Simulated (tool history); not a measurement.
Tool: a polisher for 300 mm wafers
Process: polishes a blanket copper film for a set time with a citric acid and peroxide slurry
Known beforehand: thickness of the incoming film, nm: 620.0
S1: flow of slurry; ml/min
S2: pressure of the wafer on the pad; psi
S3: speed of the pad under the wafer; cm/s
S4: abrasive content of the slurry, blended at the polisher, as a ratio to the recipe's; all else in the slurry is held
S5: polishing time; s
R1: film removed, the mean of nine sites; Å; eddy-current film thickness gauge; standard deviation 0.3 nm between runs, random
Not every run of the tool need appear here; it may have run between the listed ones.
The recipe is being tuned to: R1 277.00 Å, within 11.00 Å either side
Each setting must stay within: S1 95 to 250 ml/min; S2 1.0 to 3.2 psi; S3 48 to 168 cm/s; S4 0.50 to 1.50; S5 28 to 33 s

run	hour	S1	S2	S3	S4	S5	R1
1	0.0	160	2.1	108	1.00	33	437.76
2	7.6	125	2.1	108	1.00	33	429.91
3	16.0	125	1.9	108	1.00	33	409.38
4	19.3	125	1.8	106	1.00	33	382.15
5	23.6	125	1.7	106	1.00	33	367.94
# hour 30.8: slurry blender recalibrated
6	30.8	125	1.6	106	1.00	33	380.01
7	39.5	125	1.5	102	1.00	33	347.88
8	40.5	125	1.5	102	1.00	33	352.07
9	48.7	125	1.4	100	1.00	33	328.13
10	57.6	125	1.3	98	1.00	33	302.57
11	59.6	125	1.2	98	1.00	33	298.71

Which of these 4 next moves meets every target?
A	61.6	120	1.3	82	1.05	31	?
B	61.6	130	1.3	80	1.00	32	?
C	61.6	150	1.6	88	0.95	29	?
D	61.6	145	1.1	96	0.75	32	?

move	R1
A	245.89
B	247.46
C	278.43
D	253.01
A: takes the biggest miss from the last run beyond its target
B: takes the biggest miss from the last run beyond its target
C: meets every target
D: takes the biggest miss from the last run beyond its target
Answer: C
